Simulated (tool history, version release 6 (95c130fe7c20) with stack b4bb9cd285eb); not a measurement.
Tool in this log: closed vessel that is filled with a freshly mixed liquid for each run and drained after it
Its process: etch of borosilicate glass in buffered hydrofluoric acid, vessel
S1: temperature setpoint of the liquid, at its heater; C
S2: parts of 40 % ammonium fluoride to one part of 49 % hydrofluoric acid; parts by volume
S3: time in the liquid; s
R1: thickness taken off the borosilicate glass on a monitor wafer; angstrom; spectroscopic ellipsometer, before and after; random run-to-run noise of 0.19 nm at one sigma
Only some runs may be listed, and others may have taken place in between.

run,hour,S1,S2,S3,R1
1,0.0,22.0,23.5,90,452.49
2,5.7,22.0,23.5,95,482.54
3,11.2,22.5,23.5,95,493.21
4,16.9,20.0,23.5,95,431.13
5,18.6,21.0,23.5,95,452.54
6,21.7,21.0,20.5,95,500.40
7,25.4,21.5,20.5,95,514.89

Run 8 is up next; what results do you expect?
8,30.5,22.0,20.5,95,?

R1: 526.22 angstrom
